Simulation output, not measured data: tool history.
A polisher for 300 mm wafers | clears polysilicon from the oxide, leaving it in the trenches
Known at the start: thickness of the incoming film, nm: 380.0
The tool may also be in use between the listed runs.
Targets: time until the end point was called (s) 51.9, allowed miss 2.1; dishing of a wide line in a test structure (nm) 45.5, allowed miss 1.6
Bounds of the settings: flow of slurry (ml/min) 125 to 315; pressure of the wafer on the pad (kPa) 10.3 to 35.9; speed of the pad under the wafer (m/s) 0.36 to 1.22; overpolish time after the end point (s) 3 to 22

| run | hour | flow of slurry (ml/min) | pressure of the wafer on the pad (kPa) | speed of the pad under the wafer (m/s) | overpolish time after the end point (s) | time until the end point was called (s) | dishing of a wide line in a test structure (nm) |
|---|---|---|---|---|---|---|---|
| 1 | 0 | 205 | 22.8 | 0.78 | 11 | 35.296 | 44.625 |
| 2 | 8.1 | 205 | 22.1 | 0.78 | 12 | 36.457 | 45.175 |
| 3 | 9.5 | 205 | 22.1 | 0.78 | 15 | 35.629 | 47.59 |
| 4 | 15.1 | 205 | 21.4 | 0.78 | 15 | 37.285 | 47.299 |
| 5 | 18.8 | 175 | 21.4 | 0.78 | 15 | 38.008 | 47.278 |
| 6 | 26.5 | 155 | 21.4 | 0.78 | 15 | 38.932 | 46.863 |
| 7 | 29 | 155 | 20.7 | 0.78 | 15 | 39.845 | 46.446 |
| 8 | 31.7 | 155 | 20 | 0.78 | 15 | 41.649 | 46.008 |
| 9 | 33 | 155 | 19.3 | 0.78 | 15 | 42.056 | 45.995 |
| 10 | 35.8 | 155 | 18.6 | 0.78 | 15 | 43.909 | 45.085 |
| 11 | 42.4 | 155 | 17.9 | 0.78 | 15 | 45.849 | 44.454 |

4 next moves are on the table. One of them brings every result within its allowed miss. Which?
| A | 49 | 170 | 12.4 | 0.9 | 13 | ? | ? |
| B | 49 | 155 | 21.4 | 0.72 | 16 | ? | ? |
| C | 49 | 135 | 15.9 | 0.98 | 12 | ? | ? |
| D | 49 | 135 | 18.6 | 0.68 | 18 | ? | ? |

| move | time until the end point was called (s) | dishing of a wide line in a test structure (nm) |
|---|---|---|
| A | 55.59 | 39.515 |
| B | 41.573 | 46.998 |
| C | 42.001 | 42.889 |
| D | 51.346 | 45.848 |
A: takes the result that was furthest off past its target
B: further off than the last run
C: further off than the last run
D: meets every target
Move D is the one to make.

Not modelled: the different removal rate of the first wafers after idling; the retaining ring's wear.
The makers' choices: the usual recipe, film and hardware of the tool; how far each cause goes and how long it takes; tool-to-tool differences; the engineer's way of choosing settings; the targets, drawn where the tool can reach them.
